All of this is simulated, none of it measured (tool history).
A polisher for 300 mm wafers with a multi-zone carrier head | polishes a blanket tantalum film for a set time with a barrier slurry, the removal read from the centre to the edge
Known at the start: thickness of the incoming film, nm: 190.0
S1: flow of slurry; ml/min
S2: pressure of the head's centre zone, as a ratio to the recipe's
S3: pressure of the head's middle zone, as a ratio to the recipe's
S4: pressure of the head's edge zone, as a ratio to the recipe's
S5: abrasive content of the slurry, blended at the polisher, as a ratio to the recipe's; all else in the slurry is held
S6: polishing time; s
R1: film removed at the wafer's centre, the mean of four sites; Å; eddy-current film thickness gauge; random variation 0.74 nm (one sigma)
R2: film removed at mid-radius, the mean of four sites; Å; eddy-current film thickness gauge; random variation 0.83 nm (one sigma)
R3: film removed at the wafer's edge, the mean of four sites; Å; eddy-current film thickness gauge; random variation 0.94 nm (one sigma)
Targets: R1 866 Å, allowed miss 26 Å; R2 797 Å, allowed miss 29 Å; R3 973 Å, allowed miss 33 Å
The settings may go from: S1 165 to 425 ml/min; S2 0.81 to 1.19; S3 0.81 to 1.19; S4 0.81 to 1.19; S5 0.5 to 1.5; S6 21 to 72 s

run  hour   S1    S2    S3    S4    S5  S6      R1      R2      R3
  1     0  275     1     1     1     1  46  661.34  674.48  666.44
  2   1.5  275     1  0.94     1     1  46  659.47  641.88  669.07
  3   7.4  275     1  0.93  1.02  1.05  47  696.09  660.25  696.52
  4  15.9  275     1  0.93  1.02  1.05  39  574.29  544.72  583.47
  5  19.5  275  0.99  0.92  1.03   1.1  41  602.09  570.56  620.82
  6  24.5  275  0.99  0.92  1.04  1.15  42  636.51  592.71  639.68
  7  32.5  270  0.97  0.91  1.05   1.2  43  629.97  618.53  674.42
  8    39  265  0.97   0.9  1.06  1.25  44  670.53  633.15  706.39
  9  46.1  265  0.97   0.9  1.06  1.25  44  646.12  620.28  693.28
 10  49.7  265  0.97   0.9  1.07   1.3  45  664.75  645.74  715.93
 11  51.9  265  0.97  0.89  1.08   1.3  46  692.91  675.92  750.95
 12  52.5  260  0.97  0.88  1.09   1.3  47  718.24  658.73  780.88
 13  53.5  260  0.97  0.88   1.1   1.3  48  713.21   684.8  779.43
 14    58  260     1  0.81  1.19   1.5  56   885.7  768.21  981.12

Which of these 4 next moves meets every target?
  A  62.5  290  0.97  0.86  1.19   1.5  55   ?   ?   ?
  B  62.5  290  1.01  0.81  1.19   1.4  54   ?   ?   ?
  C  62.5  280  1.04  0.83  1.19  1.45  52   ?   ?   ?
  D  62.5  265  1.03  0.83  1.19   1.5  56   ?   ?   ?

move      R1      R2      R3
   A   873.5  797.84  963.21
   B  875.63  733.71  931.12
   C  870.96  724.57  901.93
   D  931.96  782.75  975.41
A: meets every target
B: further off than the last run
C: further off than the last run
D: brings the result that was furthest off to its target, and leaves another outside
Answer: A

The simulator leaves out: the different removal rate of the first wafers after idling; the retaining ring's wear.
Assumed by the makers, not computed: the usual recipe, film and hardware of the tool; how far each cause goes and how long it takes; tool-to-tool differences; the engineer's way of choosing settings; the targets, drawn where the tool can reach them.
